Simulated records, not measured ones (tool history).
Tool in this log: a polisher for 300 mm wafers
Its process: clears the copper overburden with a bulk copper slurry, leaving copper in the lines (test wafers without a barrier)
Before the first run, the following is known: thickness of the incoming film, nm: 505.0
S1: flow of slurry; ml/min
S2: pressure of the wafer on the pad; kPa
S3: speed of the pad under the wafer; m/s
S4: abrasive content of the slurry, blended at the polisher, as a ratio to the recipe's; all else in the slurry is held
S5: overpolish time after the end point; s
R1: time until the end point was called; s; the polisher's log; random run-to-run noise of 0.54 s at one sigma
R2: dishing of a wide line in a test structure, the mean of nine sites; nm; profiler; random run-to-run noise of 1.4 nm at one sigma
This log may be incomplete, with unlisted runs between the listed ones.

run 1 hour=0.0 | S1=195 S2=13.8 S3=0.88 S4=1.0 S5=15 | R1=86.508 R2=45.280
run 2 hour=2.4 | S1=145 S2=13.8 S3=0.88 S4=1.0 S5=15 | R1=91.669 R2=45.728
run 3 hour=5.9 | S1=155 S2=15.9 S3=0.88 S4=1.0 S5=16 | R1=78.793 R2=52.994
run 4 hour=13.9 | S1=175 S2=15.9 S3=0.88 S4=1.0 S5=16 | R1=79.410 R2=52.322
run 5 hour=16.2 | S1=200 S2=15.9 S3=0.88 S4=1.0 S5=16 | R1=76.612 R2=52.258
run 6 hour=23.9 | S1=200 S2=15.9 S3=0.80 S4=1.0 S5=16 | R1=85.063 R2=50.900
run 7 hour=25.4 | S1=205 S2=17.2 S3=0.82 S4=1.0 S5=17 | R1=76.405 R2=56.091
run 8 hour=27.8 | S1=210 S2=18.6 S3=0.84 S4=1.0 S5=18 | R1=69.800 R2=62.742

Predict the results of run 9:
run 9 hour=31.4 | S1=210 S2=18.6 S3=0.84 S4=1.0 S5=18 | R1=? R2=?

{"run 9": {"R1": 69.455, "R2": 65.049}}
